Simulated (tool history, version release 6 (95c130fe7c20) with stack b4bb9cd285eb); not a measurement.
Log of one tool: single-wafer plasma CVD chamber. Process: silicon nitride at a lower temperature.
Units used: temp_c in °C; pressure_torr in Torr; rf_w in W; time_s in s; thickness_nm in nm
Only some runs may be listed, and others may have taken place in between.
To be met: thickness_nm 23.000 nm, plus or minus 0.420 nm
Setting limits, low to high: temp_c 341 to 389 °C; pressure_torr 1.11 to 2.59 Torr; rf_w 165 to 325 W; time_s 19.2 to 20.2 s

{"run": 1, "hour": 0.0, "temp_c": 365, "pressure_torr": 1.85, "rf_w": 245, "time_s": 20.2, "thickness_nm": 20.76}
{"run": 2, "hour": 2.1, "temp_c": 359, "pressure_torr": 1.85, "rf_w": 245, "time_s": 20.2, "thickness_nm": 20.994}
{"run": 3, "hour": 8.9, "temp_c": 359, "pressure_torr": 1.85, "rf_w": 245, "time_s": 20.2, "thickness_nm": 20.934}
{"run": 4, "hour": 11.3, "temp_c": 359, "pressure_torr": 1.95, "rf_w": 245, "time_s": 20.2, "thickness_nm": 21.091}
{"run": 5, "hour": 17.8, "temp_c": 359, "pressure_torr": 2.03, "rf_w": 250, "time_s": 20.2, "thickness_nm": 21.662}
{"run": 6, "hour": 20.3, "temp_c": 359, "pressure_torr": 2.1, "rf_w": 250, "time_s": 20.2, "thickness_nm": 21.677}
{"run": 7, "hour": 26.0, "temp_c": 359, "pressure_torr": 2.15, "rf_w": 255, "time_s": 20.2, "thickness_nm": 22.114}
{"run": 8, "hour": 29.1, "temp_c": 359, "pressure_torr": 2.19, "rf_w": 255, "time_s": 20.2, "thickness_nm": 22.181}
{"run": 9, "hour": 36.2, "temp_c": 359, "pressure_torr": 2.23, "rf_w": 255, "time_s": 20.2, "thickness_nm": 22.092}

Exercise: of the 5 proposed moves below, exactly one satisfies all targets within the stated allowed misses. Which move is it?
{"run": "A", "hour": 43.3, "temp_c": 358, "pressure_torr": 2.17, "rf_w": 250, "time_s": 19.4, "thickness_nm": "?"}
{"run": "B", "hour": 43.3, "temp_c": 364, "pressure_torr": 2.22, "rf_w": 270, "time_s": 19.4, "thickness_nm": "?"}
{"run": "C", "hour": 43.3, "temp_c": 364, "pressure_torr": 2.36, "rf_w": 245, "time_s": 19.8, "thickness_nm": "?"}
{"run": "D", "hour": 43.3, "temp_c": 356, "pressure_torr": 2.4, "rf_w": 265, "time_s": 19.3, "thickness_nm": "?"}
{"run": "E", "hour": 43.3, "temp_c": 359, "pressure_torr": 1.99, "rf_w": 280, "time_s": 20.1, "thickness_nm": "?"}

move=A thickness_nm=20.797
move=B thickness_nm=21.966
move=C thickness_nm=21.181
move=D thickness_nm=21.915
move=E thickness_nm=22.952
A: its largest miss is bigger than the last run's
B: its largest miss is bigger than the last run's
C: its largest miss is bigger than the last run's
D: its largest miss is bigger than the last run's
E: in spec on every target
Correct choice: E, which meets every target

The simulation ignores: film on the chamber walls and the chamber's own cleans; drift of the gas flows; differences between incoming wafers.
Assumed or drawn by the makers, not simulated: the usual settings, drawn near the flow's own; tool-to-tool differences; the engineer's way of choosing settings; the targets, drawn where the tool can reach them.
